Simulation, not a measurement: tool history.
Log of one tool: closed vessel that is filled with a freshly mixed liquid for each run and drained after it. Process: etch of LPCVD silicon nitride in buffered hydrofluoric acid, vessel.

run  hour  temperature setpoint of the liquid (K)  parts of 40 % ammonium fluoride to one part of 49 % hydrofluoric acid (parts by volume)  time in the liquid (s)  thickness taken off the LPCVD silicon nitride on a monitor wafer (nm)
  1     0                                  298.15                                                                                       20                    2695                                                                 19.929
  2   4.1                                  299.65                                                                                       18                    2700                                                                  24.08
  3  11.6                                  300.65                                                                                       17                    2700                                                                 26.917
  4  18.7                                  300.65                                                                                     20.5                    2700                                                                 22.649
  5  26.7                                  297.15                                                                                     20.5                    2700                                                                  18.52
  6  31.4                                  297.15                                                                                     20.5                    2695                                                                 18.647
  7  41.2                                  298.65                                                                                       19                    2700                                                                 21.763
  8  46.6                                  299.65                                                                                     17.5                    2700                                                                 24.358
  9  51.1                                  300.65                                                                                     16.5                    2700                                                                 27.811
 10  58.7                                  301.65                                                                                       16                    2700                                                                 30.143
 11  67.5                                  301.65                                                                                       16                    2700                                                                 30.242
 12  76.7                                  302.15                                                                                     15.5                    2700                                                                 32.043
 13  85.1                                  302.65                                                                                       15                    2700                                                                 33.729
 14  88.4                                  303.15                                                                                     14.5                    2700                                                                 35.937

The next listed run, before its measurement:
 15  89.9                                  303.65                                                                                     14.5                    2700                                                                      ?

thickness taken off the LPCVD silicon nitride on a monitor wafer (nm): 36.622
